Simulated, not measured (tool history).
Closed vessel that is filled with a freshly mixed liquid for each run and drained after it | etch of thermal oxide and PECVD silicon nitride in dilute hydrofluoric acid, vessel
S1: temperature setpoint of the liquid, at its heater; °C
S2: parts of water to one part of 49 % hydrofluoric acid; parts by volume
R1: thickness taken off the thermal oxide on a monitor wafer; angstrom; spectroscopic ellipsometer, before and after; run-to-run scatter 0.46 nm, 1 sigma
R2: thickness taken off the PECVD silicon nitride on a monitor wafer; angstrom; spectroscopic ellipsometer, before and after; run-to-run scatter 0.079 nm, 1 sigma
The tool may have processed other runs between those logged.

Run 1, hour 0.0: S1 23.0 °C, S2 230 parts by volume, time in the liquid (s) 825. Result: R1 149.55 angstrom, R2 64.620 angstrom.
Run 2, hour 8.6: S1 23.0 °C, S2 230 parts by volume, time in the liquid (s) 1050. Result: R1 188.67 angstrom, R2 82.334 angstrom.
Run 3, hour 13.3: S1 23.0 °C, S2 295 parts by volume, time in the liquid (s) 1050. Result: R1 137.84 angstrom, R2 64.173 angstrom.
Run 4, hour 15.0: S1 22.5 °C, S2 235 parts by volume, time in the liquid (s) 1115. Result: R1 192.89 angstrom, R2 83.545 angstrom.
Run 5, hour 19.5: S1 22.5 °C, S2 190 parts by volume, time in the liquid (s) 1165. Result: R1 259.37 angstrom, R2 106.490 angstrom.
Run 6, hour 22.4: S1 20.0 °C, S2 190 parts by volume, time in the liquid (s) 1165. Result: R1 239.64 angstrom, R2 91.190 angstrom.
Run 7, hour 31.4: S1 20.0 °C, S2 190 parts by volume, time in the liquid (s) 1165. Result: R1 238.60 angstrom, R2 90.601 angstrom.

The next listed run, before its measurement:
Run 8, hour 36.8: S1 22.0 °C, S2 100 parts by volume, time in the liquid (s) 1295. Result: R1 ?, R2 ?.

R1: 593.53 angstrom
R2: 215.890 angstrom

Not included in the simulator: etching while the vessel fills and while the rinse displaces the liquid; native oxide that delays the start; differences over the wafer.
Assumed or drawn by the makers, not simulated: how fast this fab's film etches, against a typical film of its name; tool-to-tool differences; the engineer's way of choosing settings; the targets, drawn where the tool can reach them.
